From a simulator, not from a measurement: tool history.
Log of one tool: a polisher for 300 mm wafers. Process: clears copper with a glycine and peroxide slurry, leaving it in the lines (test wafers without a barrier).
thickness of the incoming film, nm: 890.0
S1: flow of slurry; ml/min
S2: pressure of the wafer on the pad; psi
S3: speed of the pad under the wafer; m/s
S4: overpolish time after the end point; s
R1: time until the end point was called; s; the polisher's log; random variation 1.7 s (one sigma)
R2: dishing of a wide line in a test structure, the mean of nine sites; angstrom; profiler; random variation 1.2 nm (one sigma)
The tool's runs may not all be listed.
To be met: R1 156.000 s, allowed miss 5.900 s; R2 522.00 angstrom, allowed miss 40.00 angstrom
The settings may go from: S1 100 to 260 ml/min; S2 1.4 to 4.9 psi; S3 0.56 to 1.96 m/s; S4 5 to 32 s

| run | day | S1 | S2 | S3 | S4 | R1 | R2 |
|---|---|---|---|---|---|---|---|
| 1 | 0.000 | 165 | 3.1 | 1.26 | 16 | 91.292 | 541.70 |
| 2 | 0.171 | 165 | 3.1 | 1.42 | 16 | 84.016 | 543.93 |
| 3 | 0.400 | 165 | 2.9 | 1.40 | 17 | 90.063 | 537.26 |
| 4 | 0.621 | 165 | 2.7 | 1.38 | 18 | 95.399 | 565.34 |
| 5 | 0.896 | 165 | 2.2 | 1.38 | 18 | 114.760 | 493.17 |
| 6 | 1.092 | 165 | 2.1 | 1.38 | 19 | 115.370 | 500.14 |
| 7 | 1.383 | 165 | 2.0 | 1.36 | 20 | 122.080 | 528.58 |
| 8 | 1.471 | 165 | 1.9 | 1.36 | 20 | 127.260 | 505.99 |
| 9 | 1.567 | 150 | 1.4 | 1.28 | 26 | 170.460 | 534.84 |

Which of these 5 next moves meets every target?
| A | 1.662 | 135 | 1.6 | 1.32 | 18 | ? | ? |
| B | 1.662 | 100 | 1.8 | 1.14 | 17 | ? | ? |
| C | 1.662 | 185 | 1.4 | 1.68 | 13 | ? | ? |
| D | 1.662 | 105 | 1.7 | 1.58 | 23 | ? | ? |
| E | 1.662 | 155 | 1.7 | 1.18 | 24 | ? | ? |

| move | R1 | R2 |
|---|---|---|
| A | 153.640 | 473.29 |
| B | 167.310 | 444.10 |
| C | 135.770 | 420.61 |
| D | 138.110 | 535.78 |
| E | 154.000 | 538.05 |
A: brings the result that was furthest off to its target, and leaves another outside
B: nearer than the last run, and not there yet
C: takes the result that was furthest off past its target
D: takes the result that was furthest off past its target
E: meets every target
Answer: E

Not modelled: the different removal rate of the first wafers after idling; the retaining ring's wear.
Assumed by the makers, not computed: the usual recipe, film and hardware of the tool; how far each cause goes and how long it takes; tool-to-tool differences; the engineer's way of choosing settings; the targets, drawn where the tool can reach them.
